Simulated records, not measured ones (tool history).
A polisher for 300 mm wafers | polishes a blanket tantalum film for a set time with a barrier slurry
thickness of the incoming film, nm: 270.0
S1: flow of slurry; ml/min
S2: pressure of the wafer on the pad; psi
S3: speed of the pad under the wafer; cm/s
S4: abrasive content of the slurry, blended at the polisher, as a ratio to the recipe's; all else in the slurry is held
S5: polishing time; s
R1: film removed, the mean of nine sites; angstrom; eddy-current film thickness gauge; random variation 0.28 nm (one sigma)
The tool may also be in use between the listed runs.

run    day   S1   S2   S3    S4  S5      R1
  1  0.000  305  1.7  116  1.00  37  629.67
  2  0.262  305  1.7  116  1.20  37  657.69
  3  0.504  305  1.6  112  1.20  37  607.02
  4  0.692  305  1.5  108  1.20  37  551.57
  5  0.729  305  1.5  108  1.05  37  528.83
  6  0.775  305  1.5   80  1.05  37  386.41

The next listed run, before its measurement:
  7  1.071  305  1.4  80  1.05  37   ?

R1: 366.45 angstrom

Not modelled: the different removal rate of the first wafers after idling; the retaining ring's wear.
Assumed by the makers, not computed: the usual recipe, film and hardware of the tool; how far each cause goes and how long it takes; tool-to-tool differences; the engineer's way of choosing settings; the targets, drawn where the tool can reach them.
